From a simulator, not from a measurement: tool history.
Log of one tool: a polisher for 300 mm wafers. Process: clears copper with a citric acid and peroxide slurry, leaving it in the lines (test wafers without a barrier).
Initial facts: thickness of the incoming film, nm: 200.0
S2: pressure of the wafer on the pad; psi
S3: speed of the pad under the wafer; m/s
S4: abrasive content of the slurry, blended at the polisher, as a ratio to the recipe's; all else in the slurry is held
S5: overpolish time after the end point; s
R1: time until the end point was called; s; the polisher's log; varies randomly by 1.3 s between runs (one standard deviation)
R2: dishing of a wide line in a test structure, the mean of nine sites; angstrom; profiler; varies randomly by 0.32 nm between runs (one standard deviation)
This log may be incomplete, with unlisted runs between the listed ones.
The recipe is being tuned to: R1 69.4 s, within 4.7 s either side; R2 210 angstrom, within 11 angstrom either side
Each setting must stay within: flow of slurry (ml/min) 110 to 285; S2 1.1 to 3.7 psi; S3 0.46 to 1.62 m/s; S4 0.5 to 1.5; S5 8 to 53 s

run 1 hour=0 | flow_of_slurry_(ml/min)=180 S2=2.4 S3=1.04 S4=1 S5=27 | R1=120.15 R2=368.5
run 2 hour=4.8 | flow_of_slurry_(ml/min)=180 S2=2.4 S3=1.08 S4=1 S5=25 | R1=117.83 R2=365.9
run 3 hour=13.3 | flow_of_slurry_(ml/min)=180 S2=2.1 S3=1.08 S4=1 S5=25 | R1=133.14 R2=323.18
run 4 hour=19.2 | flow_of_slurry_(ml/min)=180 S2=2.1 S3=1.22 S4=1 S5=25 | R1=121.18 R2=347.31
run 5 hour=26.5 | flow_of_slurry_(ml/min)=180 S2=2.1 S3=1.26 S4=1 S5=23 | R1=116.03 R2=340.11
run 6 hour=32.4 | flow_of_slurry_(ml/min)=180 S2=1.5 S3=1.26 S4=1 S5=23 | R1=164.13 R2=247.34
run 7 hour=41.1 | flow_of_slurry_(ml/min)=180 S2=1.6 S3=1.28 S4=1 S5=21 | R1=148.35 R2=251.61
run 8 hour=49.5 | flow_of_slurry_(ml/min)=180 S2=1.6 S3=1.32 S4=1 S5=20 | R1=144.7 R2=241.78
run 9 hour=58 | flow_of_slurry_(ml/min)=180 S2=1.7 S3=1.36 S4=1 S5=19 | R1=135.65 R2=254.81
run 10 hour=63 | flow_of_slurry_(ml/min)=185 S2=1.7 S3=1.38 S4=1.05 S5=18 | R1=130.34 R2=246.69
run 11 hour=69.6 | flow_of_slurry_(ml/min)=195 S2=1.7 S3=1.4 S4=1.1 S5=17 | R1=126.84 R2=240.54
run 12 hour=77.5 | flow_of_slurry_(ml/min)=205 S2=1.7 S3=1.42 S4=1.15 S5=16 | R1=121.49 R2=233.44
run 13 hour=78.1 | flow_of_slurry_(ml/min)=215 S2=1.7 S3=1.44 S4=1.2 S5=15 | R1=119.45 R2=225.3
run 14 hour=87.1 | flow_of_slurry_(ml/min)=225 S2=1.7 S3=1.46 S4=1.25 S5=14 | R1=117.34 R2=214.26
run 15 hour=94.6 | flow_of_slurry_(ml/min)=230 S2=1.8 S3=1.48 S4=1.3 S5=13 | R1=108.07 R2=223.84
run 16 hour=98.7 | flow_of_slurry_(ml/min)=235 S2=1.8 S3=1.5 S4=1.3 S5=12 | R1=104.58 R2=205.32
run 17 hour=99.7 | flow_of_slurry_(ml/min)=235 S2=1.8 S3=1.5 S4=1.3 S5=12 | R1=103.52 R2=207.74
run 18 hour=101.7 | flow_of_slurry_(ml/min)=250 S2=2.1 S3=1.62 S4=1.5 S5=8 | R1=82.004 R2=180.11
-- hour=109.9 worn pad replaced by a new one
run 19 hour=109.9 | flow_of_slurry_(ml/min)=255 S2=2.3 S3=1.62 S4=1.45 S5=9 | R1=70.647 R2=236.85

Which single option among these 4 for the next run brings every result within its allowed miss of target? Just one does.
run A hour=118.1 | flow_of_slurry_(ml/min)=260 S2=2 S3=1.58 S4=1.4 S5=8 | R1=? R2=?
run B hour=118.1 | flow_of_slurry_(ml/min)=255 S2=2.4 S3=1.26 S4=1.5 S5=8 | R1=? R2=?
run C hour=118.1 | flow_of_slurry_(ml/min)=285 S2=2.2 S3=1.62 S4=1.5 S5=9 | R1=? R2=?
run D hour=118.1 | flow_of_slurry_(ml/min)=285 S2=2.2 S3=1.62 S4=1.5 S5=8 | R1=? R2=?

move=A R1=79.03 R2=184.84
move=B R1=81.554 R2=180.23
move=C R1=68.671 R2=236.26
move=D R1=68.671 R2=211.57
A: carries the result that was furthest off beyond its target, to the other side
B: carries the result that was furthest off beyond its target, to the other side
C: about the same distance from the targets as the last run
D: in spec on every target
The move that meets every target is D.
